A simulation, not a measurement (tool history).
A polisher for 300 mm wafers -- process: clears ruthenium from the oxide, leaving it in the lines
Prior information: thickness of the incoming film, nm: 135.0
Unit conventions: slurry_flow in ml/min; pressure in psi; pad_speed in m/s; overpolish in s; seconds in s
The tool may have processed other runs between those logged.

| run | hour | slurry_flow | pressure | pad_speed | overpolish | seconds |
|---|---|---|---|---|---|---|
| 1 | 0 | 305 | 2.7 | 1.18 | 6 | 73.362 |
| 2 | 8.8 | 305 | 2.5 | 1.12 | 6 | 83.81 |
| 3 | 11.4 | 305 | 2 | 1.12 | 6 | 101.02 |
| 4 | 16.9 | 305 | 2 | 1.12 | 5 | 97.054 |
| 5 | 20.2 | 305 | 2 | 1.12 | 6 | 104.32 |
| 6 | 21.5 | 270 | 2 | 1.12 | 6 | 101.73 |
| 7 | 29.4 | 270 | 1.9 | 1.08 | 6 | 108.89 |
| 8 | 30.6 | 270 | 1.8 | 1.04 | 6 | 120.67 |

Run 9 is up next; what results do you expect?
| 9 | 34.8 | 270 | 1.7 | 1.02 | 6 | ? |

{"run 9": {"seconds": 129.77}}

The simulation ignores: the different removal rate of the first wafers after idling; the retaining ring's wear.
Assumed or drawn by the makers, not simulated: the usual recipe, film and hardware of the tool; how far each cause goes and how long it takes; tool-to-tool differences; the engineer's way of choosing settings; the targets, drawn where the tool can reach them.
